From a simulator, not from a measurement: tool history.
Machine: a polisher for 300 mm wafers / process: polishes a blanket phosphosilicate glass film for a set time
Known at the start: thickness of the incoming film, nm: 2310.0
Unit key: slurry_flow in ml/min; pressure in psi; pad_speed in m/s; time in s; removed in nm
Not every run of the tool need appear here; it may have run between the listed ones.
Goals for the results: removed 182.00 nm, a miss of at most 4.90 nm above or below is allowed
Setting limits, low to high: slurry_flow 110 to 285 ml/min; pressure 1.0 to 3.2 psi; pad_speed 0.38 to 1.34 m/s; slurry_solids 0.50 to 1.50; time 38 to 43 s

run	hour	slurry_flow	pressure	pad_speed	slurry_solids	time	removed
1	0.0	180	2.1	0.86	1.00	43	208.49
2	4.2	180	1.7	0.86	1.00	43	172.73
3	9.7	185	1.7	0.86	1.00	43	173.74
4	16.4	185	1.7	0.70	1.00	43	146.17
5	20.2	185	1.7	0.70	1.00	43	147.27
# hour 22.9: worn pad replaced by a new one
6	22.9	185	1.7	0.70	0.85	43	155.65
7	30.6	190	1.7	0.70	0.85	43	157.28
8	37.8	200	1.7	0.70	0.85	43	157.38
9	42.1	200	1.7	0.70	0.85	43	156.82
10	44.9	205	1.7	0.70	0.85	43	157.68
11	47.7	210	1.7	0.70	0.85	43	160.04
12	54.8	215	1.7	0.70	0.85	43	160.80
13	63.3	215	1.7	0.70	0.85	43	158.48
14	64.3	220	1.7	0.70	0.85	43	161.45
15	69.7	225	1.7	0.70	0.85	43	161.13
16	78.5	230	1.7	0.70	0.85	43	162.77
17	82.4	235	1.7	0.70	0.85	43	162.94
18	90.3	240	1.7	0.70	0.85	43	160.25

Below are 4 possible settings for the next run. Only one of them brings all results inside the allowed miss of their targets. Which is it?
A	98.2	230	2.1	0.68	0.95	39	?
B	98.2	285	2.0	0.50	0.80	42	?
C	98.2	185	2.1	0.84	0.70	43	?
D	98.2	260	2.0	0.68	0.80	42	?

move	removed
A	179.18
B	136.76
C	197.02
D	173.28
A: each result inside its tolerance
B: the biggest miss grows against the last run
C: carries the result that was furthest off beyond its target, to the other side
D: gains on the last run, yet a result remains outside its allowed miss
Move A is the one to make.

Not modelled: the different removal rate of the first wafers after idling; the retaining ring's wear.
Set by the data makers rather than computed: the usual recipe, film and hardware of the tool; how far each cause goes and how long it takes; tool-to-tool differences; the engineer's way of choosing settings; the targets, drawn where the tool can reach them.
